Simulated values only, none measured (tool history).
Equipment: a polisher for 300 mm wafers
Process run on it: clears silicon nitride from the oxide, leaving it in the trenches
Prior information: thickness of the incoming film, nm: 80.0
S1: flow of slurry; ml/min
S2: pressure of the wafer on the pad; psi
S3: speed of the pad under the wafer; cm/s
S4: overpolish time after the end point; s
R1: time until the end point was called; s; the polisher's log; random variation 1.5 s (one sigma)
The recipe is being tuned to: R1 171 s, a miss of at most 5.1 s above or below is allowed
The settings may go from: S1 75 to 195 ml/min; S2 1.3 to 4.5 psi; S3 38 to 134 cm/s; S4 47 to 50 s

run,day,S1,S2,S3,S4,R1
1,0,125,2.9,86,47,121.82
2,0.229,150,2.9,86,47,120.62
3,0.267,150,2.6,86,47,131.92
4,0.429,150,2.1,86,47,163.29
5,0.783,150,2.1,86,50,162.26
# day 0.908: worn pad replaced by a new one
6,0.908,145,2.1,86,50,145.83
7,1.012,155,2,86,50,154.44
8,1.088,145,1.9,86,50,161.37

Of the 4 settings listed for the next run, only one would bring every result within its allowed miss of target. Which one?
A,1.162,170,1.9,86,50,?
B,1.162,165,1.9,86,49,?
C,1.162,135,1.9,88,47,?
D,1.162,155,2,76,49,?

move,R1
A,157.03
B,157.72
C,159.29
D,170.88
A: further off than the last run
B: further off than the last run
C: further off than the last run
D: hits every target within its allowed miss
D is the move that brings every result within its allowed miss.
